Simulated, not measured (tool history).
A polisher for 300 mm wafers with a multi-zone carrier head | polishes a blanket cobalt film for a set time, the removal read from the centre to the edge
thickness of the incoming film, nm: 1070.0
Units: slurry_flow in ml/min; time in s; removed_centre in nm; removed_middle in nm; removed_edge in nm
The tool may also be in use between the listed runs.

run	hour	slurry_flow	centre_zone	middle_zone	edge_zone	time	removed_centre	removed_middle	removed_edge
1	0	320	1	1	1	68	302.79	306.54	311.72
2	4.9	320	1	0.94	1	68	311.61	303.79	310.57
3	10.9	320	0.93	0.94	1	68	287.83	295.52	313.84
4	16.9	315	0.91	0.92	0.98	60	247.26	265.12	268.66
5	22.3	315	0.91	0.92	0.93	60	243.22	263.56	271.76
6	25	315	0.91	0.87	0.93	60	244.03	255.26	269.61
7	28.9	305	0.9	0.85	0.95	54	219.29	224.17	237.57
8	31.4	295	0.88	0.84	0.96	51	200.81	214.4	228.5
9	39.2	300	0.9	0.81	0.95	37	149.25	155.04	164.26

Run 10 comes next. What will it give?
10	45.5	300	0.9	0.81	0.96	39	?	?	?

removed_centre: 160.05 nm
removed_middle: 157.12 nm
removed_edge: 176.14 nm

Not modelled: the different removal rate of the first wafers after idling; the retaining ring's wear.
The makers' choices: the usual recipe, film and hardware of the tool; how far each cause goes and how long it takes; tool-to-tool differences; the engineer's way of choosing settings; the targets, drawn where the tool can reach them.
